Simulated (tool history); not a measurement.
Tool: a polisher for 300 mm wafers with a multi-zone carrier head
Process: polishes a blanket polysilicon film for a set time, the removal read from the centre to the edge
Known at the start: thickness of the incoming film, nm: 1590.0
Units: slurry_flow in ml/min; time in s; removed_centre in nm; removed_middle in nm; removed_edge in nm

run	hour	slurry_flow	centre_zone	middle_zone	edge_zone	time	removed_centre	removed_middle	removed_edge
1	0.0	305	1.00	1.00	1.00	89	421.48	415.18	420.16
2	3.1	305	1.02	0.99	0.96	86	414.86	398.25	397.49
3	5.2	305	1.03	0.98	0.93	84	409.42	379.04	388.30
4	10.9	370	1.03	0.98	0.93	84	410.11	386.60	384.66
5	12.8	370	1.08	0.98	0.93	84	430.31	380.67	382.50
6	19.5	370	1.08	1.03	0.93	84	419.39	412.92	389.21
7	23.5	370	1.08	1.02	0.91	82	422.02	401.68	378.78
8	30.5	370	1.08	1.01	0.90	80	402.32	380.05	361.29

Forecast run 9:
9	37.1	370	1.08	1.00	0.89	80	?	?	?

removed_centre: 405.48 nm
removed_middle: 380.14 nm
removed_edge: 364.25 nm
